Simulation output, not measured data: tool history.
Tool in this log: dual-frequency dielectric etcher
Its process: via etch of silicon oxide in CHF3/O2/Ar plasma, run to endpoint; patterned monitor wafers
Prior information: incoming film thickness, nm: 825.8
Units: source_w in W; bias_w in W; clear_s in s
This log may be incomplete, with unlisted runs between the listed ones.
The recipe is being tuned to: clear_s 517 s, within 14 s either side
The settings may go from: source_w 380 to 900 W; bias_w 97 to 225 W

Run 1, hour 0: source_w 640 W, bias_w 161 W. Result: clear_s 415.46 s.
Run 2, hour 8.3: source_w 590 W, bias_w 152 W. Result: clear_s 449.73 s.
Run 3, hour 14.8: source_w 680 W, bias_w 152 W. Result: clear_s 419.08 s.
Run 4, hour 23: source_w 630 W, bias_w 149 W. Result: clear_s 440.7 s.
Run 5, hour 31.2: source_w 630 W, bias_w 121 W. Result: clear_s 478.87 s.
Run 6, hour 33.3: source_w 630 W, bias_w 145 W. Result: clear_s 445.04 s.
Run 7, hour 34.1: source_w 590 W, bias_w 143 W. Result: clear_s 455.86 s.
Run 8, hour 38.4: source_w 560 W, bias_w 140 W. Result: clear_s 467.94 s.
Run 9, hour 46.4: source_w 560 W, bias_w 140 W. Result: clear_s 473.67 s.
Run 10, hour 50.3: source_w 540 W, bias_w 139 W. Result: clear_s 481.07 s.
Run 11, hour 56.3: source_w 520 W, bias_w 138 W. Result: clear_s 489.48 s.
Run 12, hour 58.1: source_w 440 W, bias_w 131 W. Result: clear_s 532.54 s.
Run 13, hour 65.8: source_w 450 W, bias_w 131 W. Result: clear_s 535.58 s.
Run 14, hour 72.7: source_w 510 W, bias_w 137 W. Result: clear_s 494.32 s.

Which of these 4 next moves meets every target?
Run A, hour 79.6: source_w 430 W, bias_w 150 W. Result: clear_s ?.
Run B, hour 79.6: source_w 540 W, bias_w 143 W. Result: clear_s ?.
Run C, hour 79.6: source_w 640 W, bias_w 131 W. Result: clear_s ?.
Run D, hour 79.6: source_w 500 W, bias_w 141 W. Result: clear_s ?.

move  clear_s
   A   514.51
   B   471.98
   C   453.14
   D   492.01
A: meets every target
B: misses by more than the last run did
C: misses by more than the last run did
D: misses by more than the last run did
So the answer is move A, the one that meets all the targets.

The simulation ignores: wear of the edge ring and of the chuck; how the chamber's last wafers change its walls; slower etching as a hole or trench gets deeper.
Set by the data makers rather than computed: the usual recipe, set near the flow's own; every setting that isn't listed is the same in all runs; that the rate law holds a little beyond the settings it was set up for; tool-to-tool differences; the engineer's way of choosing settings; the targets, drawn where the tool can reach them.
